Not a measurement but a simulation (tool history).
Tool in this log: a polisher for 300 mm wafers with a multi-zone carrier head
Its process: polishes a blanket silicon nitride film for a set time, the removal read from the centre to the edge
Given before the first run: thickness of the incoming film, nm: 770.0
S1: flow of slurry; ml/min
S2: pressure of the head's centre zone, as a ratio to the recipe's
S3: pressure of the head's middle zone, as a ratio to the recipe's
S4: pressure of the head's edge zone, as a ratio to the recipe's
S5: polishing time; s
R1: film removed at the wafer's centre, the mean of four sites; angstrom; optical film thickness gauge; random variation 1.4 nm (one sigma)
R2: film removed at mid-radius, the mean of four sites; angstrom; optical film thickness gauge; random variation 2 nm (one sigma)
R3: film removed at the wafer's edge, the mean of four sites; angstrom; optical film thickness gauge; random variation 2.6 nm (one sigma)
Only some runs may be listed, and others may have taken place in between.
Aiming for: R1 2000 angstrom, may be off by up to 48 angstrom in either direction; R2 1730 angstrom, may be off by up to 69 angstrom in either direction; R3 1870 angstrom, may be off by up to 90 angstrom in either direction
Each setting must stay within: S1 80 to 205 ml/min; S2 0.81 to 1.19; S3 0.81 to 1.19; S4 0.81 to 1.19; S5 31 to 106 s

run,hour,S1,S2,S3,S4,S5,R1,R2,R3
1,0,135,1,1,1,68,1459.3,1424.5,1430.6
2,3.3,135,1,1,1,82,1766.2,1738,1729.7
3,4.6,160,1,1,1,82,1832.6,1719.7,1715.1
4,5.5,160,1.04,1,1,82,1906.1,1760,1761.6
5,13.5,160,1.04,1,1,95,2210.7,2024.1,2023.9
6,19,160,1.04,1,1,87,2003.1,1854.4,1852.4
7,26.5,160,1.04,0.99,1,87,2053.2,1831.1,1831
8,29,160,1.04,0.98,1.01,87,2031.4,1839.6,1869.6

Next run, 4 choices. One meets every target within its allowed miss, the rest don't. Which?
A,31.5,180,1.07,0.9,1,77,?,?,?
B,31.5,115,1.13,0.99,1,80,?,?,?
C,31.5,140,1.01,0.95,1.07,85,?,?,?
D,31.5,110,1.04,0.93,1,91,?,?,?

move,R1,R2,R3
A,1904.7,1553.8,1665.9
B,1954,1642.8,1655.7
C,1912.4,1735.1,1855.3
D,2028.8,1764.4,1876.5
A: takes the biggest miss from the last run beyond its target
B: takes the biggest miss from the last run beyond its target
C: puts the biggest miss on target and leaves a different result outside tolerance
D: in spec on every target
D meets every target.

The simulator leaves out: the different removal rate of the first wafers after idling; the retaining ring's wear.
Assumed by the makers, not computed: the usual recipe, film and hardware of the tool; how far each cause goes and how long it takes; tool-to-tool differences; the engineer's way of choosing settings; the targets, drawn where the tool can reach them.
